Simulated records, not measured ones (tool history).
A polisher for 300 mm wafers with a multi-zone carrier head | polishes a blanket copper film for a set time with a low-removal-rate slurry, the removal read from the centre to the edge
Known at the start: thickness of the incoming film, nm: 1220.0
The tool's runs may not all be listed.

run  hour  flow of slurry (ml/min)  pressure of the head's centre zone  pressure of the head's middle zone  pressure of the head's edge zone  abrasive content of the slurry  polishing time (s)  film removed at the wafer's centre (nm)  film removed at mid-radius (nm)  film removed at the wafer's edge (nm)
  1     0                      200                                   1                                   1                                 1                               1                  63                                   109.98                           111.61                                 111.36
  2   3.6                      205                                   1                                1.02                              1.01                            1.05                  63                                   110.51                           113.66                                 111.79
  3   4.7                      205                                   1                                1.02                              1.01                            1.05                  74                                   130.96                           136.02                                 133.43
  4  13.5                      205                                   1                                1.02                              1.01                            1.05                  63                                   109.93                           114.23                                 111.51
  5  20.6                      205                                0.96                                1.02                              1.01                            1.05                  63                                   109.19                           117.71                                 113.81
  6  26.8                      205                                0.96                                1.09                              1.01                            1.05                  63                                   108.15                           121.37                                 112.23
  7  33.1                      210                                0.96                                1.09                              1.02                             1.1                  64                                   112.05                           128.71                                 115.28

Forecast run 8:
  8  36.4                      210                                0.96                                1.09                              1.02                             1.1                  64                                        ?                                ?                                      ?

Run 8 gave film removed at the wafer's centre (nm) 109.41, film removed at mid-radius (nm) 125.74, film removed at the wafer's edge (nm) 117.33.
